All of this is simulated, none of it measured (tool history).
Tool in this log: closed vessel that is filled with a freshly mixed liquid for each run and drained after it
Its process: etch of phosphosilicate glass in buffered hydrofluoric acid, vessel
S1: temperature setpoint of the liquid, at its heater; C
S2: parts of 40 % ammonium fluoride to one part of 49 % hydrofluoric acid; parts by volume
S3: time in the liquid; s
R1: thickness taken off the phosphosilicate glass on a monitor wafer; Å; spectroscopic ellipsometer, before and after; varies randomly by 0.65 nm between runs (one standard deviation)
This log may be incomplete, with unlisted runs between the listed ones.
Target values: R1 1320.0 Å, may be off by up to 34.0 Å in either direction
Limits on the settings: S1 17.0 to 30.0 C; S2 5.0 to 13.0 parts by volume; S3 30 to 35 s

run  hour    S1   S2  S3      R1
  1   0.0  22.0  8.0  35  2167.4
  2   8.0  21.5  8.5  35  1982.6
  3  10.8  23.5  8.5  35  2189.9
  4  13.6  22.5  8.5  35  2089.0
  5  17.7  21.5  8.5  35  1994.4
  6  24.0  19.0  8.5  35  1721.1
  7  27.0  18.5  8.5  35  1662.8
  8  34.0  17.5  9.0  35  1474.1
  9  34.7  17.0  9.5  35  1399.3

Which one of the following 4 next-run settings gets every result inside its allowed miss? There is exactly one.
  A  35.4  17.5   9.0  35   ?
  B  35.4  17.0   9.0  35   ?
  C  35.4  24.0  11.5  30   ?
  D  35.4  19.5  10.0  30   ?

move      R1
   A  1486.9
   B  1445.6
   C  1489.3
   D  1333.8
A: moves away from the targets compared with the last run
B: moves away from the targets compared with the last run
C: moves away from the targets compared with the last run
D: every result lands within tolerance
So the answer is move D, the one that meets all the targets.
